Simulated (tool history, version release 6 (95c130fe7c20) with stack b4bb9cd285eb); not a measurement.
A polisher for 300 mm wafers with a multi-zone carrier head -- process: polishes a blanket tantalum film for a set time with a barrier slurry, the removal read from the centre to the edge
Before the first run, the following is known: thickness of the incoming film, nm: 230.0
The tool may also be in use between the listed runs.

run	day	flow of slurry (ml/min)	pressure of the head's centre zone	pressure of the head's middle zone	pressure of the head's edge zone	abrasive content of the slurry	polishing time (s)	film removed at the wafer's centre (nm)	film removed at mid-radius (nm)	film removed at the wafer's edge (nm)
1	0.000	195	1.00	1.00	1.00	1.00	51	85.610	74.267	73.458
2	0.054	190	0.94	1.00	1.06	1.15	55	88.818	83.798	88.153
3	0.383	200	0.93	1.02	1.10	1.25	56	93.233	89.614	92.480
4	0.658	195	0.90	1.02	1.12	1.35	58	95.609	92.353	100.380
5	0.712	195	0.97	1.02	1.12	1.35	58	102.160	94.854	98.928
6	0.850	195	0.93	1.03	1.14	1.40	59	100.470	99.053	101.870

Run 7 comes next. What will it give?
# day 1.142: centre zone pressure recalibrated
7	1.142	200	0.90	1.03	1.16	1.45	60	?	?	?

Logged for run 7: film removed at the wafer's centre (nm) 88.730, film removed at mid-radius (nm) 101.110, film removed at the wafer's edge (nm) 104.570.

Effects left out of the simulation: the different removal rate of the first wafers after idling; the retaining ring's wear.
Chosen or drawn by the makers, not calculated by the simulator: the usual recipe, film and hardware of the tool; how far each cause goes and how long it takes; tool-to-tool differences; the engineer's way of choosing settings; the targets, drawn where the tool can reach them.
